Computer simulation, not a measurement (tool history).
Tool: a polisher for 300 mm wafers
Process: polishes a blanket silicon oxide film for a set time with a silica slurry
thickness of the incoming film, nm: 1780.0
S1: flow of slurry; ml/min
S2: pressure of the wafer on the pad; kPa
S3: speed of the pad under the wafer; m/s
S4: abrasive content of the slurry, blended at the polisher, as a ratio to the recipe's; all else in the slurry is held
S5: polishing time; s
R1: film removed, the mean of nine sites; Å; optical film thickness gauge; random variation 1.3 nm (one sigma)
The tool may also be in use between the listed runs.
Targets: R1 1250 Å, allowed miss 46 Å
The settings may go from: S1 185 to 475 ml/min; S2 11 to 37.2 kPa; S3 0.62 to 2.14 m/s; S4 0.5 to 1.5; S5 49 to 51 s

{"run": 1, "hour": 0.0, "S1": 305, "S2": 24.1, "S3": 1.38, "S4": 1, "S5": 49, "R1": 1557.7}
{"run": 2, "hour": 4.5, "S1": 305, "S2": 24.1, "S3": 1.68, "S4": 1, "S5": 49, "R1": 1865.7}
{"run": 3, "hour": 6.4, "S1": 305, "S2": 24.1, "S3": 1.94, "S4": 1, "S5": 49, "R1": 2060.1}
{"run": 4, "hour": 11.8, "S1": 305, "S2": 22.8, "S3": 1.94, "S4": 1, "S5": 49, "R1": 1974}
{"run": 5, "hour": 16.4, "S1": 305, "S2": 22.8, "S3": 2.14, "S4": 1, "S5": 49, "R1": 2119.1}
{"run": 6, "hour": 20.2, "S1": 305, "S2": 28.3, "S3": 2.14, "S4": 1, "S5": 49, "R1": 2594.1}
{"run": 7, "hour": 23.1, "S1": 305, "S2": 28.3, "S3": 2.14, "S4": 1, "S5": 49, "R1": 2629.5}
{"run": 8, "hour": 25.3, "S1": 305, "S2": 25.5, "S3": 2.1, "S4": 1, "S5": 49, "R1": 2338.5}
{"run": 9, "hour": 33.0, "S1": 305, "S2": 23.4, "S3": 2.06, "S4": 1, "S5": 49, "R1": 2100}
{"run": 10, "hour": 36.4, "S1": 305, "S2": 16.5, "S3": 2, "S4": 1, "S5": 49, "R1": 1444.8}
{"run": 11, "hour": 42.7, "S1": 305, "S2": 15.9, "S3": 2, "S4": 1, "S5": 49, "R1": 1436.4}
{"run": 12, "hour": 50.8, "S1": 305, "S2": 15.2, "S3": 2, "S4": 1, "S5": 49, "R1": 1368.7}

Which of these 4 next moves meets every target?
{"run": "A", "hour": 58.9, "S1": 330, "S2": 13.8, "S3": 2, "S4": 1.15, "S5": 49, "R1": "?"}
{"run": "B", "hour": 58.9, "S1": 330, "S2": 13.8, "S3": 2.12, "S4": 1.05, "S5": 51, "R1": "?"}
{"run": "C", "hour": 58.9, "S1": 230, "S2": 15.2, "S3": 1.98, "S4": 0.95, "S5": 49, "R1": "?"}
{"run": "D", "hour": 58.9, "S1": 330, "S2": 16.5, "S3": 1.94, "S4": 1.05, "S5": 51, "R1": "?"}

move=A R1=1372.6
move=B R1=1427.3
move=C R1=1289.9
move=D R1=1581.7
A: as far off as the last run
B: further off than the last run
C: meets every target
D: further off than the last run
The right move is C.
